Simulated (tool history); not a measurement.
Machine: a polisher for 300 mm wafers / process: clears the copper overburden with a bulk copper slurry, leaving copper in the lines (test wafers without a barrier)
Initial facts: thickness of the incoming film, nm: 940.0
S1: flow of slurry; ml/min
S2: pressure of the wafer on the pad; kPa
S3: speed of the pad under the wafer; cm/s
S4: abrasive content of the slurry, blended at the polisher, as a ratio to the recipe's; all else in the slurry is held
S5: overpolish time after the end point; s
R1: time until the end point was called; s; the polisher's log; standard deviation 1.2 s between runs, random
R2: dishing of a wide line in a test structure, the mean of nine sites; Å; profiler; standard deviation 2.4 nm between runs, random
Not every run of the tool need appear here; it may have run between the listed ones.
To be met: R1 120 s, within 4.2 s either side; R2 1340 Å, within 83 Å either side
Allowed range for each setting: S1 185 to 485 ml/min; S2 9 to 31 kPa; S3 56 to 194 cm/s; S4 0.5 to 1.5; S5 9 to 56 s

run	day	S1	S2	S3	S4	S5	R1	R2
1	0	310	20	124	1	29	96.68	1259.8
2	0.375	310	18.6	124	1	33	102.8	1281.7
3	0.742	310	18.6	134	1	33	96.984	1351.9
4	1.021	310	17.2	134	1	35	103.62	1318.7
5	1.242	310	16.5	134	1	37	105.25	1322.9
6	1.346	310	16.5	134	1	26	108.09	1091.6
7	1.45	310	15.9	134	1	31	110.38	1151.4
8	1.683	310	15.9	134	1	31	110.26	1138.1
9	1.717	310	15.2	132	1	35	113.64	1162.3

Which single option among these 5 for the next run brings every result within its allowed miss of target? Just one does.
A	1.75	295	17.2	120	0.85	42	?	?
B	1.75	285	13.1	148	1.15	50	?	?
C	1.75	355	18.6	114	0.95	42	?	?
D	1.75	305	17.2	126	0.85	54	?	?
E	1.75	350	16.5	128	1.05	34	?	?

move	R1	R2
A	117.52	1318.1
B	112.34	1308.8
C	112.64	1363.6
D	111.9	1444.4
E	108.7	1239.5
A: meets every target
B: puts the biggest miss on target and leaves a different result outside tolerance
C: puts the biggest miss on target and leaves a different result outside tolerance
D: the result that was furthest off in the last run now lies on the other side of its target
E: misses by more than the last run did
Go with A: it meets all targets.
